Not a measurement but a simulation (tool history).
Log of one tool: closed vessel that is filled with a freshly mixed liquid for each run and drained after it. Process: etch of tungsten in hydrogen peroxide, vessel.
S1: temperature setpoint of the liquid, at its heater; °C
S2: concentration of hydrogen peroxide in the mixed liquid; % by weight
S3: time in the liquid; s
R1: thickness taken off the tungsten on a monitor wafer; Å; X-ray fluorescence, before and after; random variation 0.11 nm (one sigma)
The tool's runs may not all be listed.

run,hour,S1,S2,S3,R1
1,0,51,24,35,325.98
2,4.4,51,20,35,295.37
3,11.6,47,20,35,231.18
4,17.6,40.5,20,35,152.82
5,20.6,35.5,20,35,111.2
6,28.2,42.5,20,35,173.27
7,33.5,41,20,35,159.3

The next listed run, before its measurement:
8,40.6,40,20,35,?

{"run 8": {"R1": 146.15}}

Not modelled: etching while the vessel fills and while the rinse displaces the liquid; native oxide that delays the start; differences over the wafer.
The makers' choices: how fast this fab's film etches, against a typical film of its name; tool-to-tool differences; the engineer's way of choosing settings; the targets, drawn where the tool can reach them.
